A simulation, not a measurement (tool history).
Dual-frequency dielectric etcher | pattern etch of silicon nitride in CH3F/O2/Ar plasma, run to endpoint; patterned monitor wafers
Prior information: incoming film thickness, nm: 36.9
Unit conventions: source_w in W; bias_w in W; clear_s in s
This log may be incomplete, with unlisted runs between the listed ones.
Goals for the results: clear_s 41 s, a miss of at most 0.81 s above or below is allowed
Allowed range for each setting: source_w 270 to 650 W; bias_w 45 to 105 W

run  hour  source_w  bias_w  clear_s
  1     0       460      75   49.065
  2   1.3       480      76   47.835
  3   7.4       480      68   50.571
  4  10.3       500      70   48.882
  5  14.1       500      60   52.851
  6  15.6       520      63   51.424
  7  23.9       530      66   49.544
  8  29.2       540      68   48.426
  9  36.4       540      68   48.324
 10  37.3       550      70   47.048
 11  45.1       560      71   46.674
 12  52.1       570      72   46.052
 13  55.2       580      73   45.381

Of the 4 settings listed for the next run, only one would bring every result within its allowed miss of target. Which one?
  A  58.3       580      81        ?
  B  58.3       610      84        ?
  C  58.3       550      86        ?
  D  58.3       580      83        ?

move  clear_s
   A   42.627
   B   41.037
   C   42.256
   D   42.113
A: nearer the targets than the last run, but a result is still out of spec
B: all results land within tolerance of their targets
C: nearer the targets than the last run, but a result is still out of spec
D: nearer the targets than the last run, but a result is still out of spec
B meets every target.
